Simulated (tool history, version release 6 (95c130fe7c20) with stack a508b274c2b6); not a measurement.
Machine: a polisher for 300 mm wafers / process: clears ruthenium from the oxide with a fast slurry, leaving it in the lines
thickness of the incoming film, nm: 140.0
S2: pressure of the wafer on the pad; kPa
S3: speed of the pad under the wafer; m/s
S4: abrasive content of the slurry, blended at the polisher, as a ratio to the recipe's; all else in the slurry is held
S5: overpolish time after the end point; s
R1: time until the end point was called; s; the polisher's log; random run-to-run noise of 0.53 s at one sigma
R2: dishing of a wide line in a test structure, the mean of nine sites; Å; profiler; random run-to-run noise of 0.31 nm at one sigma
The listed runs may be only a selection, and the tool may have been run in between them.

{"run": 1, "day": 0.0, "flow of slurry (ml/min)": 130, "S2": 15.9, "S3": 0.82, "S4": 1.0, "S5": 10, "R1": 38.765, "R2": 300.34}
{"run": 2, "day": 0.358, "flow of slurry (ml/min)": 125, "S2": 15.2, "S3": 0.82, "S4": 1.0, "S5": 10, "R1": 41.42, "R2": 283.56}
{"run": 3, "day": 0.55, "flow of slurry (ml/min)": 125, "S2": 18.6, "S3": 0.82, "S4": 1.0, "S5": 10, "R1": 32.762, "R2": 343.73}
{"run": 4, "day": 0.742, "flow of slurry (ml/min)": 120, "S2": 17.2, "S3": 0.82, "S4": 1.0, "S5": 10, "R1": 35.887, "R2": 319.73}
{"run": 5, "day": 0.875, "flow of slurry (ml/min)": 120, "S2": 16.5, "S3": 0.82, "S4": 1.0, "S5": 10, "R1": 37.601, "R2": 310.69}
{"run": 6, "day": 0.992, "flow of slurry (ml/min)": 145, "S2": 16.5, "S3": 0.82, "S4": 1.0, "S5": 10, "R1": 36.322, "R2": 313.37}
{"run": 7, "day": 1.288, "flow of slurry (ml/min)": 140, "S2": 15.9, "S3": 0.82, "S4": 1.0, "S5": 10, "R1": 38.574, "R2": 305.3}
{"run": 8, "day": 1.388, "flow of slurry (ml/min)": 135, "S2": 15.2, "S3": 0.82, "S4": 1.0, "S5": 10, "R1": 40.089, "R2": 290.47}
{"run": 9, "day": 1.758, "flow of slurry (ml/min)": 130, "S2": 14.5, "S3": 0.82, "S4": 1.0, "S5": 10, "R1": 42.947, "R2": 275.56}
{"run": 10, "day": 1.842, "flow of slurry (ml/min)": 125, "S2": 13.8, "S3": 0.82, "S4": 1.0, "S5": 10, "R1": 45.094, "R2": 262.17}
{"run": 11, "day": 1.938, "flow of slurry (ml/min)": 120, "S2": 13.8, "S3": 0.82, "S4": 1.0, "S5": 10, "R1": 45.152, "R2": 261.43}
{"run": 12, "day": 2.275, "flow of slurry (ml/min)": 115, "S2": 13.8, "S3": 0.82, "S4": 1.0, "S5": 10, "R1": 45.405, "R2": 265.01}
{"run": 13, "day": 2.3, "flow of slurry (ml/min)": 115, "S2": 13.1, "S3": 0.82, "S4": 1.0, "S5": 10, "R1": 47.922, "R2": 251.03}
{"run": 14, "day": 2.392, "flow of slurry (ml/min)": 110, "S2": 13.1, "S3": 0.82, "S4": 1.0, "S5": 10, "R1": 48.436, "R2": 250.49}
{"run": 15, "day": 2.446, "flow of slurry (ml/min)": 105, "S2": 13.1, "S3": 0.82, "S4": 1.0, "S5": 10, "R1": 48.807, "R2": 238.0}
{"run": 16, "day": 2.804, "flow of slurry (ml/min)": 100, "S2": 12.4, "S3": 0.82, "S4": 1.0, "S5": 11, "R1": 53.157, "R2": 251.97}

What will run 17 give?
{"run": 17, "day": 2.888, "flow of slurry (ml/min)": 105, "S2": 12.4, "S3": 0.82, "S4": 1.0, "S5": 11, "R1": "?", "R2": "?"}

{"run 17": {"R1": 51.459, "R2": 257.96}}

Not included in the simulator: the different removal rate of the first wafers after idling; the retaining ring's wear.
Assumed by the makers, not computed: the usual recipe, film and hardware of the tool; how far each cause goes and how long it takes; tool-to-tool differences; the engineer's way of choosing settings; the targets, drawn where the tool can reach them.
